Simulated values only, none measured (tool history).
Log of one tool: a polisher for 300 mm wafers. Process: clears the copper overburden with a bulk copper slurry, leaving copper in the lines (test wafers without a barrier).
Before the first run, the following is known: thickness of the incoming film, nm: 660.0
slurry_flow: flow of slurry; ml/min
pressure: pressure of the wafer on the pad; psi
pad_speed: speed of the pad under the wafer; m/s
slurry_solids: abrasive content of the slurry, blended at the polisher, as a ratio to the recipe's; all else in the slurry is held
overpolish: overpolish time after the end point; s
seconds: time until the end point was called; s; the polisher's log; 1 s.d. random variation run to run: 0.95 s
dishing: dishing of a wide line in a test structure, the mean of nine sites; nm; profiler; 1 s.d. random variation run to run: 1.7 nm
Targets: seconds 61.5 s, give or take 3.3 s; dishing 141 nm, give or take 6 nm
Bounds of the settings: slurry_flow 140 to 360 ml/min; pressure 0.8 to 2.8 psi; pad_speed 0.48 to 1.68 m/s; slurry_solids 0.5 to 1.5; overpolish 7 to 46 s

{"run": 1, "day": 0.0, "slurry_flow": 230, "pressure": 1.8, "pad_speed": 1.08, "slurry_solids": 1, "overpolish": 24, "seconds": 96.731, "dishing": 89.14}
{"run": 2, "day": 0.154, "slurry_flow": 230, "pressure": 2, "pad_speed": 1.08, "slurry_solids": 1, "overpolish": 25, "seconds": 88.62, "dishing": 95.314}
{"run": 3, "day": 0.5, "slurry_flow": 230, "pressure": 2.1, "pad_speed": 1.1, "slurry_solids": 1, "overpolish": 26, "seconds": 86.836, "dishing": 103.06}
{"run": 4, "day": 0.721, "slurry_flow": 230, "pressure": 2.1, "pad_speed": 1.1, "slurry_solids": 1, "overpolish": 19, "seconds": 86.698, "dishing": 84.645}
{"run": 5, "day": 0.875, "slurry_flow": 230, "pressure": 2.1, "pad_speed": 0.94, "slurry_solids": 1, "overpolish": 19, "seconds": 99.717, "dishing": 76.703}
{"run": 6, "day": 0.908, "slurry_flow": 230, "pressure": 2.2, "pad_speed": 1.02, "slurry_solids": 1, "overpolish": 21, "seconds": 87.667, "dishing": 88.069}
{"run": 7, "day": 1.229, "slurry_flow": 230, "pressure": 2.3, "pad_speed": 1.06, "slurry_solids": 1, "overpolish": 23, "seconds": 85.044, "dishing": 97.247}
{"run": 8, "day": 1.267, "slurry_flow": 230, "pressure": 2.4, "pad_speed": 1.12, "slurry_solids": 1, "overpolish": 24, "seconds": 76.114, "dishing": 105.98}
{"run": 9, "day": 1.325, "slurry_flow": 230, "pressure": 2.5, "pad_speed": 1.14, "slurry_solids": 1, "overpolish": 25, "seconds": 72.809, "dishing": 111.44}
{"run": 10, "day": 1.629, "slurry_flow": 230, "pressure": 2.8, "pad_speed": 1.2, "slurry_solids": 1, "overpolish": 30, "seconds": 63.482, "dishing": 134.83}

Which single option among these 4 for the next run brings every result within its allowed miss of target? Just one does.
{"run": "A", "day": 1.933, "slurry_flow": 220, "pressure": 2.8, "pad_speed": 1.24, "slurry_solids": 1, "overpolish": 27, "seconds": "?", "dishing": "?"}
{"run": "B", "day": 1.933, "slurry_flow": 220, "pressure": 2.8, "pad_speed": 1.3, "slurry_solids": 0.7, "overpolish": 25, "seconds": "?", "dishing": "?"}
{"run": "C", "day": 1.933, "slurry_flow": 260, "pressure": 2.6, "pad_speed": 1.32, "slurry_solids": 1, "overpolish": 32, "seconds": "?", "dishing": "?"}
{"run": "D", "day": 1.933, "slurry_flow": 240, "pressure": 2.8, "pad_speed": 1.18, "slurry_solids": 1.05, "overpolish": 29, "seconds": "?", "dishing": "?"}

move=A seconds=62.958 dishing=129.86
move=B seconds=62.81 dishing=125.2
move=C seconds=61.638 dishing=138.97
move=D seconds=64.872 dishing=132.41
A: moves away from the targets compared with the last run
B: moves away from the targets compared with the last run
C: each result inside its tolerance
D: moves away from the targets compared with the last run
Correct choice: C, which meets every target

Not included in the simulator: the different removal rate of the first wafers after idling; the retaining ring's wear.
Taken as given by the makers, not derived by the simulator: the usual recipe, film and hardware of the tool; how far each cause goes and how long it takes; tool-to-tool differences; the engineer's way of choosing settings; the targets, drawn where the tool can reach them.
